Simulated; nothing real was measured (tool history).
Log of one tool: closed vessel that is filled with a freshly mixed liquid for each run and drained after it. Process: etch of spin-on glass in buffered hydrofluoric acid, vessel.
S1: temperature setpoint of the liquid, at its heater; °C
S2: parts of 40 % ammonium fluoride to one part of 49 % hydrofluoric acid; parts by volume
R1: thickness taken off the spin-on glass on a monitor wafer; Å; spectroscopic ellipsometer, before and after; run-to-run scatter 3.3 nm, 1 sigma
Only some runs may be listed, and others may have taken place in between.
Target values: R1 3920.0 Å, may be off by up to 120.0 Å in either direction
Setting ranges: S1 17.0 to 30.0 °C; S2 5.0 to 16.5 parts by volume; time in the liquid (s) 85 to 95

Run 1, hour 0.0: S1 22.0 °C, S2 10.0 parts by volume, time in the liquid (s) 85. Result: R1 3316.2 Å.
Run 2, hour 5.3: S1 22.5 °C, S2 10.0 parts by volume, time in the liquid (s) 85. Result: R1 3413.2 Å.
Run 3, hour 8.2: S1 19.0 °C, S2 10.0 parts by volume, time in the liquid (s) 85. Result: R1 2856.0 Å.
Run 4, hour 8.9: S1 19.0 °C, S2 8.5 parts by volume, time in the liquid (s) 85. Result: R1 3229.0 Å.
Run 5, hour 12.1: S1 20.0 °C, S2 8.5 parts by volume, time in the liquid (s) 85. Result: R1 3364.2 Å.
Run 6, hour 15.9: S1 20.0 °C, S2 8.5 parts by volume, time in the liquid (s) 95. Result: R1 3792.4 Å.
At hour 20.6: thermometer replaced.
Run 7, hour 20.6: S1 20.5 °C, S2 8.5 parts by volume, time in the liquid (s) 95. Result: R1 3608.9 Å.
Run 8, hour 26.6: S1 21.0 °C, S2 8.5 parts by volume, time in the liquid (s) 95. Result: R1 3780.2 Å.

Which single option among these 4 for the next run brings every result within its allowed miss of target? Just one does.
Run A, hour 32.6: S1 21.0 °C, S2 9.0 parts by volume, time in the liquid (s) 95. Result: R1 ?.
Run B, hour 32.6: S1 23.5 °C, S2 10.5 parts by volume, time in the liquid (s) 95. Result: R1 ?.
Run C, hour 32.6: S1 24.0 °C, S2 10.0 parts by volume, time in the liquid (s) 95. Result: R1 ?.
Run D, hour 32.6: S1 22.5 °C, S2 9.5 parts by volume, time in the liquid (s) 95. Result: R1 ?.

move      R1
   A  3567.9
   B  3654.9
   C  3938.7
   D  3747.1
A: its largest miss is bigger than the last run's
B: its largest miss is bigger than the last run's
C: in spec on every target
D: its largest miss is bigger than the last run's
C is the move that brings every result within its allowed miss.
